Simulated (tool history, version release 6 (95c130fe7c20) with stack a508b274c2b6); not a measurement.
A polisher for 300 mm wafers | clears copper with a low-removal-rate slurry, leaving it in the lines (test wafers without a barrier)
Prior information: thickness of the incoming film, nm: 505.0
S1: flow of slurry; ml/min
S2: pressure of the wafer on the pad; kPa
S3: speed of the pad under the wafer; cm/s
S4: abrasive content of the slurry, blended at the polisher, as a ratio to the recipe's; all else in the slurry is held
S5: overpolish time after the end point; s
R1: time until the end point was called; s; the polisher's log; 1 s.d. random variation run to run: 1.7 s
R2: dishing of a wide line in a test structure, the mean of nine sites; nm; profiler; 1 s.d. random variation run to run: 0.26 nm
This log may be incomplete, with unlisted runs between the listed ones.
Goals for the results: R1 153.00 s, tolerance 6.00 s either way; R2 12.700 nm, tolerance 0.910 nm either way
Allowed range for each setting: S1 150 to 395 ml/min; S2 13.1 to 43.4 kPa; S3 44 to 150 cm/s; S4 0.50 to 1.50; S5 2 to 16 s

Run 1, hour 0.0: S1 250 ml/min, S2 28.3 kPa, S3 96 cm/s, S4 1.00, S5 8 s. Result: R1 157.36 s, R2 19.633 nm.
Run 2, hour 2.5: S1 250 ml/min, S2 28.3 kPa, S3 96 cm/s, S4 1.00, S5 10 s. Result: R1 159.70 s, R2 23.573 nm.
Run 3, hour 3.5: S1 250 ml/min, S2 28.3 kPa, S3 116 cm/s, S4 1.00, S5 10 s. Result: R1 129.05 s, R2 28.454 nm.
Run 4, hour 11.3: S1 250 ml/min, S2 28.3 kPa, S3 116 cm/s, S4 0.90, S5 10 s. Result: R1 135.98 s, R2 27.157 nm.
Run 5, hour 17.9: S1 250 ml/min, S2 27.6 kPa, S3 116 cm/s, S4 0.90, S5 9 s. Result: R1 133.54 s, R2 25.045 nm.
Run 6, hour 21.8: S1 250 ml/min, S2 21.4 kPa, S3 116 cm/s, S4 0.90, S5 9 s. Result: R1 174.92 s, R2 19.730 nm.
At hour 25.7: slurry nozzle cleaned.
Run 7, hour 25.7: S1 250 ml/min, S2 21.4 kPa, S3 116 cm/s, S4 0.90, S5 9 s. Result: R1 170.61 s, R2 19.710 nm.
Run 8, hour 29.7: S1 250 ml/min, S2 22.1 kPa, S3 116 cm/s, S4 0.90, S5 8 s. Result: R1 164.65 s, R2 18.170 nm.
Run 9, hour 32.5: S1 250 ml/min, S2 22.1 kPa, S3 116 cm/s, S4 0.90, S5 7 s. Result: R1 166.17 s, R2 15.978 nm.
Run 10, hour 39.4: S1 250 ml/min, S2 22.8 kPa, S3 116 cm/s, S4 0.90, S5 6 s. Result: R1 161.29 s, R2 13.810 nm.

Of the 5 settings listed for the next run, only one would bring every result within its allowed miss of target. Which one?
Run A, hour 46.3: S1 250 ml/min, S2 22.1 kPa, S3 114 cm/s, S4 0.95, S5 7 s. Result: R1 ?, R2 ?.
Run B, hour 46.3: S1 215 ml/min, S2 23.4 kPa, S3 118 cm/s, S4 1.05, S5 5 s. Result: R1 ?, R2 ?.
Run C, hour 46.3: S1 245 ml/min, S2 22.8 kPa, S3 122 cm/s, S4 0.80, S5 6 s. Result: R1 ?, R2 ?.
Run D, hour 46.3: S1 240 ml/min, S2 22.8 kPa, S3 104 cm/s, S4 0.95, S5 6 s. Result: R1 ?, R2 ?.
Run E, hour 46.3: S1 275 ml/min, S2 23.4 kPa, S3 112 cm/s, S4 1.00, S5 6 s. Result: R1 ?, R2 ?.

move      R1      R2
   A  168.17  16.007
   B  153.17  12.685
   C  158.56  14.618
   D  179.39  12.980
   E  158.04  14.671
A: the biggest miss grows against the last run
B: each result inside its tolerance
C: gets the furthest-off result to its target, but another result is out of tolerance
D: the biggest miss grows against the last run
E: gets the furthest-off result to its target, but another result is out of tolerance
Go with B: it meets all targets.
